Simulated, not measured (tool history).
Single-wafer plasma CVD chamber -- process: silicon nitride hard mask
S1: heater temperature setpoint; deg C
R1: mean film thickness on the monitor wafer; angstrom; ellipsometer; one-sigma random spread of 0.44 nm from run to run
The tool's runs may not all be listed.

run 1 day=0 | S1=395 chamber_pressure_(Torr)=1.29 RF_power_(W)=365 deposition_time_(s)=62.2 | R1=777.06
run 2 day=0.217 | S1=395 chamber_pressure_(Torr)=1.37 RF_power_(W)=365 deposition_time_(s)=62.2 | R1=791.17
run 3 day=0.346 | S1=405 chamber_pressure_(Torr)=1.37 RF_power_(W)=365 deposition_time_(s)=62.2 | R1=792.13
run 4 day=0.642 | S1=405 chamber_pressure_(Torr)=1.37 RF_power_(W)=365 deposition_time_(s)=62.2 | R1=794.54
run 5 day=0.946 | S1=405 chamber_pressure_(Torr)=1.42 RF_power_(W)=375 deposition_time_(s)=62.3 | R1=818.02
run 6 day=1.117 | S1=395 chamber_pressure_(Torr)=1.42 RF_power_(W)=375 deposition_time_(s)=62.3 | R1=813.24
run 7 day=1.396 | S1=395 chamber_pressure_(Torr)=1.46 RF_power_(W)=385 deposition_time_(s)=62.4 | R1=838.21
-- day=1.667 RF generator calibrated
run 8 day=1.667 | S1=395 chamber_pressure_(Torr)=1.5 RF_power_(W)=390 deposition_time_(s)=62.5 | R1=870.63

For run 9, what comes out?
run 9 day=1.862 | S1=395 chamber_pressure_(Torr)=1.53 RF_power_(W)=390 deposition_time_(s)=62.5 | R1=?

{"run 9": {"R1": 875.4}}
